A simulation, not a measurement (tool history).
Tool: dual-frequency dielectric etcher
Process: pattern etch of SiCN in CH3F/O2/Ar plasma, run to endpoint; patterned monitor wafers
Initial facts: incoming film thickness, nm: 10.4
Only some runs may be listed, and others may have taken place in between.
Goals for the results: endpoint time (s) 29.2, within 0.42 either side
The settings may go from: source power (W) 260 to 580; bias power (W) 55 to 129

run 1 hour=0 | source_power_(W)=420 bias_power_(W)=92 | endpoint_time_(s)=25.629
run 2 hour=7.4 | source_power_(W)=420 bias_power_(W)=76 | endpoint_time_(s)=28.124
run 3 hour=14.6 | source_power_(W)=410 bias_power_(W)=76 | endpoint_time_(s)=28.474
run 4 hour=22.4 | source_power_(W)=410 bias_power_(W)=91 | endpoint_time_(s)=26.156
run 5 hour=30.3 | source_power_(W)=390 bias_power_(W)=91 | endpoint_time_(s)=26.221
run 6 hour=32.1 | source_power_(W)=420 bias_power_(W)=91 | endpoint_time_(s)=25.85
run 7 hour=33.4 | source_power_(W)=380 bias_power_(W)=90 | endpoint_time_(s)=26.702
run 8 hour=37.1 | source_power_(W)=350 bias_power_(W)=89 | endpoint_time_(s)=27.229
run 9 hour=40.1 | source_power_(W)=270 bias_power_(W)=83 | endpoint_time_(s)=30.178
run 10 hour=41.2 | source_power_(W)=280 bias_power_(W)=83 | endpoint_time_(s)=29.67

Which single option among these 5 for the next run brings every result within its allowed miss of target? Just one does.
run A hour=42.3 | source_power_(W)=280 bias_power_(W)=82 | endpoint_time_(s)=?
run B hour=42.3 | source_power_(W)=340 bias_power_(W)=74 | endpoint_time_(s)=?
run C hour=42.3 | source_power_(W)=270 bias_power_(W)=89 | endpoint_time_(s)=?
run D hour=42.3 | source_power_(W)=270 bias_power_(W)=80 | endpoint_time_(s)=?
run E hour=42.3 | source_power_(W)=330 bias_power_(W)=73 | endpoint_time_(s)=?

move=A endpoint_time_(s)=30.007
move=B endpoint_time_(s)=30.218
move=C endpoint_time_(s)=28.991
move=D endpoint_time_(s)=30.658
move=E endpoint_time_(s)=30.668
A: its largest miss is bigger than the last run's
B: its largest miss is bigger than the last run's
C: all results land within tolerance of their targets
D: its largest miss is bigger than the last run's
E: its largest miss is bigger than the last run's
C meets every target.
